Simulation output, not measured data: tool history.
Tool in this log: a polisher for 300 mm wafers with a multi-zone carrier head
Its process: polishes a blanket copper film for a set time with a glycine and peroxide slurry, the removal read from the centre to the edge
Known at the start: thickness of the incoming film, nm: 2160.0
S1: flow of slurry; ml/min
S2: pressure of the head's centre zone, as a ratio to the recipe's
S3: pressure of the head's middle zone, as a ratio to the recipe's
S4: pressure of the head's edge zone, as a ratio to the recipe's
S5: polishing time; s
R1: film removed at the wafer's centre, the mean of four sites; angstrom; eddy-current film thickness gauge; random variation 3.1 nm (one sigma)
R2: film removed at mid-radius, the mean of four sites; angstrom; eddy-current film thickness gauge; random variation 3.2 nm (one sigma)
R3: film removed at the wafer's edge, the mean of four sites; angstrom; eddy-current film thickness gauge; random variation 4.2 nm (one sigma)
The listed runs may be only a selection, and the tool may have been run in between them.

run 1 hour=0.0 | S1=180 S2=1.00 S3=1.00 S4=1.00 S5=76 | R1=4203.7 R2=4310.9 R3=4253.8
run 2 hour=5.2 | S1=170 S2=0.97 S3=0.96 S4=0.97 S5=73 | R1=3898.6 R2=3906.5 R3=3994.9
run 3 hour=6.8 | S1=170 S2=0.97 S3=0.96 S4=1.04 S5=73 | R1=3846.1 R2=3999.0 R3=4192.7
run 4 hour=12.2 | S1=195 S2=0.97 S3=0.96 S4=1.04 S5=73 | R1=3933.5 R2=4052.1 R3=4184.8
run 5 hour=19.3 | S1=195 S2=0.97 S3=0.96 S4=1.08 S5=73 | R1=4003.7 R2=4045.8 R3=4238.2
run 6 hour=27.9 | S1=200 S2=0.95 S3=0.94 S4=1.05 S5=70 | R1=3815.7 R2=3782.7 R3=4081.7

Run 7 is up next; what results do you expect?
run 7 hour=35.8 | S1=190 S2=0.94 S3=0.94 S4=1.01 S5=68 | R1=? R2=? R3=?

{"run 7": {"R1": 3637.4, "R2": 3592.9, "R3": 3863.5}}
